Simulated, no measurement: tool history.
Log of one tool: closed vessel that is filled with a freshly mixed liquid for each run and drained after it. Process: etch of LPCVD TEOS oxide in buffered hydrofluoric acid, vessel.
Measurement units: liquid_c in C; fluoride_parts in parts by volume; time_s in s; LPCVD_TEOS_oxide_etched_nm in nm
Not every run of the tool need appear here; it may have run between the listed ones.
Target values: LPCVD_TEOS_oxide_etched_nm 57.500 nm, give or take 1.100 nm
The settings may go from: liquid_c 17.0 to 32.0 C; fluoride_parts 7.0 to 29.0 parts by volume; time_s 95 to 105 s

| run | day | liquid_c | fluoride_parts | time_s | LPCVD_TEOS_oxide_etched_nm |
|---|---|---|---|---|---|
| 1 | 0.000 | 24.0 | 18.0 | 95 | 99.153 |
| 2 | 0.100 | 22.5 | 18.5 | 95 | 89.062 |
| 3 | 0.362 | 22.5 | 21.5 | 95 | 76.667 |
| 4 | 0.500 | 21.5 | 21.5 | 95 | 72.326 |
| 5 | 0.704 | 20.5 | 21.5 | 95 | 69.245 |
| 6 | 0.879 | 20.5 | 18.5 | 95 | 79.490 |
| 7 | 1.083 | 20.0 | 19.0 | 95 | 75.518 |
| 8 | 1.375 | 19.5 | 19.5 | 95 | 71.081 |
| 9 | 1.575 | 19.0 | 20.0 | 95 | 68.131 |
| 10 | 1.929 | 18.5 | 20.5 | 95 | 64.017 |
| 11 | 2.246 | 18.0 | 20.5 | 95 | 62.635 |
| 12 | 2.546 | 17.5 | 21.0 | 95 | 58.884 |

Below are 4 possible settings for the next run. Only one of them brings all results inside the allowed miss of their targets. Which is it?
| A | 2.846 | 17.0 | 24.0 | 105 | ? |
| B | 2.846 | 17.5 | 23.5 | 105 | ? |
| C | 2.846 | 17.0 | 21.0 | 100 | ? |
| D | 2.846 | 17.0 | 21.5 | 100 | ? |

| move | LPCVD_TEOS_oxide_etched_nm |
|---|---|
| A | 57.788 |
| B | 60.337 |
| C | 60.947 |
| D | 59.544 |
A: all results in spec
B: moves away from the targets compared with the last run
C: moves away from the targets compared with the last run
D: moves away from the targets compared with the last run
Correct choice: A, which meets every target
